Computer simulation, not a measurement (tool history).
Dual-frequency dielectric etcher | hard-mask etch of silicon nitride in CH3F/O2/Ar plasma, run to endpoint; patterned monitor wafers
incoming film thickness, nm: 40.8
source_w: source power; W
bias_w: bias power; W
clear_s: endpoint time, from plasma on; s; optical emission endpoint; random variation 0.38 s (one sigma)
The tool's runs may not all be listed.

| run | hour | source_w | bias_w | clear_s |
|---|---|---|---|---|
| 1 | 0.0 | 290 | 80 | 67.810 |
| 2 | 2.2 | 290 | 75 | 70.037 |
| 3 | 9.8 | 300 | 77 | 68.705 |
| 4 | 14.4 | 310 | 80 | 66.542 |
| 5 | 18.2 | 320 | 81 | 65.222 |
| 6 | 19.9 | 320 | 69 | 69.747 |

The next listed run, before its measurement:
| 7 | 25.5 | 330 | 72 | ? |

clear_s: 67.614 s
